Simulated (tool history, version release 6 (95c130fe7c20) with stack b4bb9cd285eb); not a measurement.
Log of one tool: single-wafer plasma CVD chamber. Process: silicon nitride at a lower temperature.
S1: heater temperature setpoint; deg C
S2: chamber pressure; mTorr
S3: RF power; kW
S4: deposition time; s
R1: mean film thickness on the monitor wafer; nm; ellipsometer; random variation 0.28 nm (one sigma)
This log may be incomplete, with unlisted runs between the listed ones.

Run 1, hour 0: S1 355 deg C, S2 1590 mTorr, S3 0.365 kW, S4 35.1 s. Result: R1 49.095 nm.
Run 2, hour 2.1: S1 355 deg C, S2 1590 mTorr, S3 0.365 kW, S4 35.1 s. Result: R1 49.136 nm.
Run 3, hour 10.8: S1 360 deg C, S2 1590 mTorr, S3 0.365 kW, S4 35.1 s. Result: R1 49.057 nm.
Run 4, hour 19.5: S1 360 deg C, S2 1590 mTorr, S3 0.365 kW, S4 35.1 s. Result: R1 48.525 nm.
Run 5, hour 22.2: S1 360 deg C, S2 1590 mTorr, S3 0.365 kW, S4 36.2 s. Result: R1 50.115 nm.
Run 6, hour 23: S1 355 deg C, S2 1590 mTorr, S3 0.365 kW, S4 36.2 s. Result: R1 50.547 nm.
Run 7, hour 27.5: S1 355 deg C, S2 1690 mTorr, S3 0.37 kW, S4 36.2 s. Result: R1 52.006 nm.
Run 8, hour 32.5: S1 355 deg C, S2 1770 mTorr, S3 0.375 kW, S4 36.2 s. Result: R1 52.167 nm.
Run 9, hour 36.8: S1 355 deg C, S2 1810 mTorr, S3 0.385 kW, S4 36.2 s. Result: R1 53.685 nm.
Run 10, hour 42.9: S1 355 deg C, S2 1860 mTorr, S3 0.39 kW, S4 36.2 s. Result: R1 54.388 nm.
At hour 51.7: capacitance manometer re-zeroed and calibrated.
Run 11, hour 51.7: S1 355 deg C, S2 1910 mTorr, S3 0.395 kW, S4 36.2 s. Result: R1 53.914 nm.
Run 12, hour 60.4: S1 354 deg C, S2 1930 mTorr, S3 0.405 kW, S4 36.2 s. Result: R1 54.99 nm.

Predict the results of run 13:
Run 13, hour 66.9: S1 354 deg C, S2 1960 mTorr, S3 0.41 kW, S4 36.2 s. Result: R1 ?.

{"run 13": {"R1": 55.241}}
